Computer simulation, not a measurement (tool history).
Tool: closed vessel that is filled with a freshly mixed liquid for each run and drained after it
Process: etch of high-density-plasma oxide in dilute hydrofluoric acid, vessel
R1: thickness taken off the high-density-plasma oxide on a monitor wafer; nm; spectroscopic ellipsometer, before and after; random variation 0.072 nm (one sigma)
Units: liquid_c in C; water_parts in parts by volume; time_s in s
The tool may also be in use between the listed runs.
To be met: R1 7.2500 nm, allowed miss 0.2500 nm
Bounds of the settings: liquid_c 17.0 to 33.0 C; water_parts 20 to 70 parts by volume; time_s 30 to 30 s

{"run": 1, "hour": 0.0, "liquid_c": 25.0, "water_parts": 40, "time_s": 30, "R1": 3.6671}
{"run": 2, "hour": 1.6, "liquid_c": 27.0, "water_parts": 35, "time_s": 30, "R1": 4.5621}
{"run": 3, "hour": 10.4, "liquid_c": 28.5, "water_parts": 30, "time_s": 30, "R1": 5.7174}
{"run": 4, "hour": 16.3, "liquid_c": 28.5, "water_parts": 30, "time_s": 30, "R1": 5.6488}
{"run": 5, "hour": 18.2, "liquid_c": 31.5, "water_parts": 30, "time_s": 30, "R1": 6.5588}
{"run": 6, "hour": 23.3, "liquid_c": 31.5, "water_parts": 20, "time_s": 30, "R1": 9.9798}
{"run": 7, "hour": 26.4, "liquid_c": 29.5, "water_parts": 20, "time_s": 30, "R1": 9.0853}
{"run": 8, "hour": 31.3, "liquid_c": 28.0, "water_parts": 20, "time_s": 30, "R1": 8.6174}
{"run": 9, "hour": 34.6, "liquid_c": 27.0, "water_parts": 20, "time_s": 30, "R1": 8.0784}
{"run": 10, "hour": 37.7, "liquid_c": 26.5, "water_parts": 20, "time_s": 30, "R1": 7.9707}
{"run": 11, "hour": 45.2, "liquid_c": 26.0, "water_parts": 20, "time_s": 30, "R1": 7.8947}
{"run": 12, "hour": 47.8, "liquid_c": 25.5, "water_parts": 20, "time_s": 30, "R1": 7.6327}

4 next moves are on the table. One of them brings every result within its allowed miss. Which?
{"run": "A", "hour": 50.4, "liquid_c": 27.5, "water_parts": 25, "time_s": 30, "R1": "?"}
{"run": "B", "hour": 50.4, "liquid_c": 28.0, "water_parts": 25, "time_s": 30, "R1": "?"}
{"run": "C", "hour": 50.4, "liquid_c": 24.0, "water_parts": 20, "time_s": 30, "R1": "?"}
{"run": "D", "hour": 50.4, "liquid_c": 27.0, "water_parts": 25, "time_s": 30, "R1": "?"}

move=A R1=6.6344
move=B R1=6.7711
move=C R1=7.2299
move=D R1=6.5000
A: takes the result that was furthest off past its target
B: takes the result that was furthest off past its target
C: meets every target
D: takes the result that was furthest off past its target
The right move is C.
